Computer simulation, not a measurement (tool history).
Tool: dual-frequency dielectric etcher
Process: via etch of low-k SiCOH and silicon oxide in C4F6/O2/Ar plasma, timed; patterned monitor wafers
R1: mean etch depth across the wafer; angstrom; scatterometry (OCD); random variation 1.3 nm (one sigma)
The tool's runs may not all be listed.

Run 1, hour 0.0: source power (kW) 0.390, bias power (kW) 0.141, etch time (s) 70.5. Result: R1 1679.1 angstrom.
Run 2, hour 1.4: source power (kW) 0.390, bias power (kW) 0.126, etch time (s) 70.5. Result: R1 1630.1 angstrom.
Run 3, hour 6.6: source power (kW) 0.330, bias power (kW) 0.126, etch time (s) 70.5. Result: R1 1508.1 angstrom.
Run 4, hour 7.3: source power (kW) 0.270, bias power (kW) 0.126, etch time (s) 70.5. Result: R1 1384.4 angstrom.
Run 5, hour 9.0: source power (kW) 0.270, bias power (kW) 0.139, etch time (s) 70.5. Result: R1 1453.3 angstrom.
Run 6, hour 10.4: source power (kW) 0.270, bias power (kW) 0.159, etch time (s) 70.5. Result: R1 1493.5 angstrom.
Run 7, hour 12.6: source power (kW) 0.320, bias power (kW) 0.164, etch time (s) 70.5. Result: R1 1617.1 angstrom.
Run 8, hour 17.6: source power (kW) 0.350, bias power (kW) 0.167, etch time (s) 70.5. Result: R1 1676.4 angstrom.

The next listed run, before its measurement:
Run 9, hour 25.5: source power (kW) 0.370, bias power (kW) 0.169, etch time (s) 70.5. Result: R1 ?.

R1: 1705.0 angstrom

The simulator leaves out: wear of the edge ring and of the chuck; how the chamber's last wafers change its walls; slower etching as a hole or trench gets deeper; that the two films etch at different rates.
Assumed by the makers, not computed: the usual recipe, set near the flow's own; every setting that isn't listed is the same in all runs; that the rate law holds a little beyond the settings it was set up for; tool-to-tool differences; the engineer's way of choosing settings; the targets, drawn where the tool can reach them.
